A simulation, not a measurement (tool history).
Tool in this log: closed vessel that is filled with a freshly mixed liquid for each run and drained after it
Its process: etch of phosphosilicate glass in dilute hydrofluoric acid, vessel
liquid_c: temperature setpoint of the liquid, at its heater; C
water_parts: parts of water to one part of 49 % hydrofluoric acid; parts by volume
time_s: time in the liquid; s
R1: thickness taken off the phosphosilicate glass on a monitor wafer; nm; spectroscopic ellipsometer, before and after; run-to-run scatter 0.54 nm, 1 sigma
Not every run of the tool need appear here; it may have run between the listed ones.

Run 1, day 0: liquid_c 21 C, water_parts 145 parts by volume, time_s 30 s. Result: R1 25.623 nm.
Run 2, day 0.171: liquid_c 19.5 C, water_parts 145 parts by volume, time_s 30 s. Result: R1 24.109 nm.
Run 3, day 0.442: liquid_c 22.5 C, water_parts 145 parts by volume, time_s 30 s. Result: R1 27.67 nm.
Run 4, day 0.617: liquid_c 20.5 C, water_parts 145 parts by volume, time_s 30 s. Result: R1 25.461 nm.
Run 5, day 0.854: liquid_c 22.5 C, water_parts 125 parts by volume, time_s 30 s. Result: R1 32.392 nm.
Run 6, day 0.983: liquid_c 22.5 C, water_parts 125 parts by volume, time_s 30 s. Result: R1 32.78 nm.
Run 7, day 1.304: liquid_c 24 C, water_parts 110 parts by volume, time_s 30 s. Result: R1 39.856 nm.
Run 8, day 1.35: liquid_c 25 C, water_parts 100 parts by volume, time_s 30 s. Result: R1 46.118 nm.
Run 9, day 1.65: liquid_c 26 C, water_parts 95 parts by volume, time_s 30 s. Result: R1 50.804 nm.
Run 10, day 1.817: liquid_c 29 C, water_parts 65 parts by volume, time_s 30 s. Result: R1 87.489 nm.
Run 11, day 1.992: liquid_c 26 C, water_parts 65 parts by volume, time_s 30 s. Result: R1 78.499 nm.
Run 12, day 2.062: liquid_c 25.5 C, water_parts 65 parts by volume, time_s 30 s. Result: R1 74.916 nm.

Predict the results of run 13:
Run 13, day 2.112: liquid_c 25 C, water_parts 65 parts by volume, time_s 30 s. Result: R1 ?.

Run 13 came out at R1 74.712 nm.
